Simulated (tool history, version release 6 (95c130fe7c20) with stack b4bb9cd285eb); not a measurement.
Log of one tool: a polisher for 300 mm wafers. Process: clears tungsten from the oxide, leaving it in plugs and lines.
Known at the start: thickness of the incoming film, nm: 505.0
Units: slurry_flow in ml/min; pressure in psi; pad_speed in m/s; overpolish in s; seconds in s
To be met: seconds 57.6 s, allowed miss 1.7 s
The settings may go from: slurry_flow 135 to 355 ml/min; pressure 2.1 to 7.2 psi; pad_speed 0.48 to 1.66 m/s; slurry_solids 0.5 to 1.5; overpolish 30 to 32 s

run 1 hour=0 | slurry_flow=225 pressure=4.6 pad_speed=1.06 slurry_solids=1 overpolish=30 | seconds=79.304
run 2 hour=6.9 | slurry_flow=225 pressure=4.6 pad_speed=1.2 slurry_solids=1 overpolish=30 | seconds=70.152
run 3 hour=15.2 | slurry_flow=225 pressure=4.6 pad_speed=1.2 slurry_solids=0.85 overpolish=30 | seconds=72.231
run 4 hour=18.8 | slurry_flow=225 pressure=4.6 pad_speed=1.06 slurry_solids=0.85 overpolish=30 | seconds=81.478
run 5 hour=22.7 | slurry_flow=225 pressure=4.1 pad_speed=1.06 slurry_solids=0.85 overpolish=30 | seconds=90.31
run 6 hour=30.6 | slurry_flow=225 pressure=4.1 pad_speed=0.92 slurry_solids=0.85 overpolish=30 | seconds=102.9
run 7 hour=31.6 | slurry_flow=230 pressure=4.9 pad_speed=0.92 slurry_solids=0.85 overpolish=30 | seconds=86.016
run 8 hour=34.3 | slurry_flow=235 pressure=5.4 pad_speed=0.92 slurry_solids=0.85 overpolish=30 | seconds=77.75
run 9 hour=36.3 | slurry_flow=240 pressure=5.8 pad_speed=0.92 slurry_solids=0.85 overpolish=30 | seconds=73.908
run 10 hour=37.1 | slurry_flow=240 pressure=6.2 pad_speed=0.92 slurry_solids=0.85 overpolish=30 | seconds=68.071

4 next moves are on the table. One of them brings every result within its allowed miss. Which?
run A hour=37.9 | slurry_flow=205 pressure=6.6 pad_speed=1.12 slurry_solids=0.9 overpolish=32 | seconds=?
run B hour=37.9 | slurry_flow=240 pressure=7.2 pad_speed=0.84 slurry_solids=1.1 overpolish=32 | seconds=?
run C hour=37.9 | slurry_flow=290 pressure=5.3 pad_speed=1.26 slurry_solids=0.95 overpolish=30 | seconds=?
run D hour=37.9 | slurry_flow=250 pressure=5.7 pad_speed=0.92 slurry_solids=0.85 overpolish=32 | seconds=?

move=A seconds=54
move=B seconds=60.812
move=C seconds=57.156
move=D seconds=73.134
A: takes the result that was furthest off past its target
B: nearer than the last run, and not there yet
C: meets every target
D: further off than the last run
Move C is the one to make.
